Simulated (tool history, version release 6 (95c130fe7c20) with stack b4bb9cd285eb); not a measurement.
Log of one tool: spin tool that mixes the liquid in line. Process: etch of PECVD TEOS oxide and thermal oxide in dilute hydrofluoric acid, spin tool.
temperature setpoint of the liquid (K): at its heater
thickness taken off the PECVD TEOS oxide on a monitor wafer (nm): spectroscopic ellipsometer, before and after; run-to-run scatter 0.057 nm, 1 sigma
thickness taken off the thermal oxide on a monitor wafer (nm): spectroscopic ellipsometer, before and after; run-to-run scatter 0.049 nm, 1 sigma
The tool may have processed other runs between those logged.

run	day	temperature setpoint of the liquid (K)	parts of water to one part of 49 % hydrofluoric acid (parts by volume)	time under the liquid (s)	thickness taken off the PECVD TEOS oxide on a monitor wafer (nm)	thickness taken off the thermal oxide on a monitor wafer (nm)
1	0	294.15	55	55	7.4609	3.9706
2	0.342	295.65	55	55	7.9068	4.1623
3	0.562	295.65	55	45	6.4727	3.4703
4	0.933	297.15	55	45	6.9285	3.6835
5	1.062	294.15	55	45	6.1278	3.2262
6	1.208	297.15	55	45	6.9064	3.6927
7	1.521	298.15	55	45	7.2019	3.8623
8	1.638	299.15	55	45	7.5046	4.0144

For run 9, what comes out?
# day 1.842: hydrofluoric acid flow meter replaced
9	1.842	299.65	55	45	?	?

{"run 9": {"thickness taken off the PECVD TEOS oxide on a monitor wafer (nm)": 8.5393, "thickness taken off the thermal oxide on a monitor wafer (nm)": 4.6011}}
